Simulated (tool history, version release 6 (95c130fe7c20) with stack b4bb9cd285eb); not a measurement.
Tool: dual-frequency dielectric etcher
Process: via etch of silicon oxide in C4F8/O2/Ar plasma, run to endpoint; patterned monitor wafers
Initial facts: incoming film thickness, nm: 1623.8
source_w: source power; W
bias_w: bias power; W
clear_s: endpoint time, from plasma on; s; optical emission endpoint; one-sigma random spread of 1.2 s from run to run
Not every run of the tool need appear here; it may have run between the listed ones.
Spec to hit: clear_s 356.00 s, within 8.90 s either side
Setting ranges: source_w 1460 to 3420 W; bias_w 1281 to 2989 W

{"run": 1, "hour": 0.0, "source_w": 2440, "bias_w": 2135, "clear_s": 292.79}
{"run": 2, "hour": 5.1, "source_w": 2240, "bias_w": 2135, "clear_s": 300.34}
{"run": 3, "hour": 9.6, "source_w": 2580, "bias_w": 2135, "clear_s": 288.03}
{"run": 4, "hour": 18.1, "source_w": 2580, "bias_w": 1893, "clear_s": 301.5}
{"run": 5, "hour": 26.7, "source_w": 2770, "bias_w": 1893, "clear_s": 290.78}
{"run": 6, "hour": 30.5, "source_w": 2660, "bias_w": 1858, "clear_s": 300.21}
{"hour": 32.3, "done": "source power generator calibrated"}
{"run": 7, "hour": 32.3, "source_w": 2560, "bias_w": 1831, "clear_s": 308.66}
{"run": 8, "hour": 37.1, "source_w": 2070, "bias_w": 1646, "clear_s": 345.77}
{"run": 9, "hour": 38.9, "source_w": 2070, "bias_w": 1646, "clear_s": 346.84}
{"run": 10, "hour": 47.3, "source_w": 2060, "bias_w": 1643, "clear_s": 345.28}

Which of these 5 next moves meets every target?
{"run": "A", "hour": 55.7, "source_w": 1930, "bias_w": 1405, "clear_s": "?"}
{"run": "B", "hour": 55.7, "source_w": 2150, "bias_w": 1281, "clear_s": "?"}
{"run": "C", "hour": 55.7, "source_w": 2100, "bias_w": 1388, "clear_s": "?"}
{"run": "D", "hour": 55.7, "source_w": 1810, "bias_w": 1703, "clear_s": "?"}
{"run": "E", "hour": 55.7, "source_w": 1950, "bias_w": 1855, "clear_s": "?"}

move=A clear_s=379.58
move=B clear_s=380.65
move=C clear_s=370.86
move=D clear_s=357.92
move=E clear_s=337.46
A: moves the result that the last run missed by most past its target, out the other side
B: moves the result that the last run missed by most past its target, out the other side
C: moves the result that the last run missed by most past its target, out the other side
D: every result within its allowed miss
E: moves away from the targets compared with the last run
Answer: D
